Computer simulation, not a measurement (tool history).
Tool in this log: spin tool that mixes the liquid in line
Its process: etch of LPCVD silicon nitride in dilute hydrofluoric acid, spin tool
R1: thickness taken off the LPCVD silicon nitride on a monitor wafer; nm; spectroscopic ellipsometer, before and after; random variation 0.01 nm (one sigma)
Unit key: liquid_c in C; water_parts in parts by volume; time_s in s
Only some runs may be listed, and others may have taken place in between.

run 1 hour=0.0 | liquid_c=21.0 water_parts=60 time_s=75 | R1=0.53123
run 2 hour=2.7 | liquid_c=20.5 water_parts=60 time_s=75 | R1=0.51344
run 3 hour=7.7 | liquid_c=20.0 water_parts=60 time_s=75 | R1=0.49420
run 4 hour=10.9 | liquid_c=19.5 water_parts=60 time_s=75 | R1=0.48233
run 5 hour=13.8 | liquid_c=18.5 water_parts=65 time_s=75 | R1=0.43862
run 6 hour=14.4 | liquid_c=21.0 water_parts=65 time_s=75 | R1=0.49627
run 7 hour=18.2 | liquid_c=20.5 water_parts=65 time_s=75 | R1=0.46210

Expected results for the next run?
run 8 hour=23.9 | liquid_c=19.5 water_parts=70 time_s=75 | R1=?

Run 8 came out at R1 0.40351 nm.

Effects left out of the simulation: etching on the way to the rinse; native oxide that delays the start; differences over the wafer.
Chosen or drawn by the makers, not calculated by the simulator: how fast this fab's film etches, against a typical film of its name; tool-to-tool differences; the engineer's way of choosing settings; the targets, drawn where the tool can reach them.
